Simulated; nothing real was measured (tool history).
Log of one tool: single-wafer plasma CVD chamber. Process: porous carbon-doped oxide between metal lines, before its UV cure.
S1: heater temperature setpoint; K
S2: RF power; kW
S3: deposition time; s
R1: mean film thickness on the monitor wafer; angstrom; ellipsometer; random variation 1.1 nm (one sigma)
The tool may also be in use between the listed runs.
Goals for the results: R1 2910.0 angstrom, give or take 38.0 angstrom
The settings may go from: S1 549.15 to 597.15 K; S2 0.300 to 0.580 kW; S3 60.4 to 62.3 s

{"run": 1, "hour": 0.0, "S1": 573.15, "S2": 0.44, "S3": 60.4, "R1": 3134.4}
{"run": 2, "hour": 4.4, "S1": 573.15, "S2": 0.38, "S3": 60.4, "R1": 2777.7}
{"run": 3, "hour": 5.9, "S1": 573.15, "S2": 0.435, "S3": 60.4, "R1": 3094.2}
{"run": 4, "hour": 12.7, "S1": 574.15, "S2": 0.435, "S3": 60.4, "R1": 3087.9}
{"run": 5, "hour": 13.8, "S1": 575.15, "S2": 0.435, "S3": 60.4, "R1": 3068.0}
{"run": 6, "hour": 22.8, "S1": 575.15, "S2": 0.435, "S3": 62.3, "R1": 3153.4}
{"run": 7, "hour": 26.5, "S1": 577.15, "S2": 0.435, "S3": 62.3, "R1": 3111.2}
{"run": 8, "hour": 27.2, "S1": 578.15, "S2": 0.435, "S3": 62.3, "R1": 3086.4}

Next run, 4 choices. One meets every target within its allowed miss, the rest don't. Which?
{"run": "A", "hour": 27.9, "S1": 585.15, "S2": 0.425, "S3": 60.4, "R1": "?"}
{"run": "B", "hour": 27.9, "S1": 579.15, "S2": 0.425, "S3": 62.1, "R1": "?"}
{"run": "C", "hour": 27.9, "S1": 584.15, "S2": 0.44, "S3": 60.4, "R1": "?"}
{"run": "D", "hour": 27.9, "S1": 594.15, "S2": 0.445, "S3": 61.7, "R1": "?"}

move=A R1=2835.6
move=B R1=3022.7
move=C R1=2932.6
move=D R1=2851.1
A: carries the result that was furthest off beyond its target, to the other side
B: closes in on the targets versus the last run, not all within tolerance yet
C: all results land within tolerance of their targets
D: carries the result that was furthest off beyond its target, to the other side
C meets every target.
